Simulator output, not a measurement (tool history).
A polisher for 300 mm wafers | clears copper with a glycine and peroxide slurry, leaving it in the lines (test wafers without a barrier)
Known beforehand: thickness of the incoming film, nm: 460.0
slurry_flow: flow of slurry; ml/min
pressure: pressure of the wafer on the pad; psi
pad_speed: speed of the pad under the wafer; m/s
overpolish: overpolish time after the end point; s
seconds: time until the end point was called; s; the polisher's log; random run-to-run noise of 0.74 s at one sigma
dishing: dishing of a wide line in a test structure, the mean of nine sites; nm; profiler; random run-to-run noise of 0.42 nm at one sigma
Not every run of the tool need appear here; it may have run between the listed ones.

run    day  slurry_flow  pressure  pad_speed  overpolish  seconds  dishing
  1      0          140         3        1.1          16   73.893   49.913
  2  0.367          140         3       0.94          16   79.384   48.869
  3  0.638          140       2.9       0.94          15   82.809   45.434
  4  0.904          140       2.9       0.94          19   82.933   53.545
  5   1.15          140       2.8       0.94          17   84.453   49.289
  6  1.521          140       2.8       0.94          15   85.345   44.649
  7   1.65          140       2.8       0.94          14   84.476   42.867

Run 8 has not been measured yet. What should we expect?
  8  1.967          125       2.5       0.94           6        ?        ?

Run 8 came out at seconds 93.79 s, dishing 20.044 nm.
